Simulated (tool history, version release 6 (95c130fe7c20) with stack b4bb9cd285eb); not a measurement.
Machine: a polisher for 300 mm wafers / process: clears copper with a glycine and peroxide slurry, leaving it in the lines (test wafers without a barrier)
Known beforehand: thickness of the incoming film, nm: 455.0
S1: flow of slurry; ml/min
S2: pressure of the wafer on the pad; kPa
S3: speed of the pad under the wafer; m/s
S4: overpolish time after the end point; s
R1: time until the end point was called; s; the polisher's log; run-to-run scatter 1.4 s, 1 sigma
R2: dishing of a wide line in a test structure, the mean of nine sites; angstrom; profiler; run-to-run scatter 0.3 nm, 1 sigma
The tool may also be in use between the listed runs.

| run | hour | S1 | S2 | S3 | S4 | R1 | R2 |
|---|---|---|---|---|---|---|---|
| 1 | 0 | 220 | 22.8 | 0.82 | 10 | 100.44 | 335.21 |
| 2 | 2 | 260 | 22.8 | 0.82 | 10 | 100.1 | 341.48 |
| 3 | 5.8 | 260 | 19.3 | 0.8 | 10 | 115.2 | 287.96 |
| 4 | 13.4 | 260 | 19.3 | 0.92 | 10 | 105.17 | 319.91 |
| 5 | 17.5 | 230 | 19.3 | 0.92 | 10 | 107.21 | 318.5 |
| 6 | 24.2 | 225 | 16.5 | 0.88 | 10 | 121.53 | 274.91 |
| 7 | 28.9 | 225 | 14.5 | 0.84 | 10 | 140.71 | 244.05 |
| 8 | 33.2 | 210 | 10.3 | 0.84 | 9 | 175.07 | 181.23 |

The next listed run, before its measurement:
| 9 | 37.3 | 215 | 10.3 | 0.84 | 9 | ? | ? |

{"run 9": {"R1": 173.41, "R2": 176.47}}

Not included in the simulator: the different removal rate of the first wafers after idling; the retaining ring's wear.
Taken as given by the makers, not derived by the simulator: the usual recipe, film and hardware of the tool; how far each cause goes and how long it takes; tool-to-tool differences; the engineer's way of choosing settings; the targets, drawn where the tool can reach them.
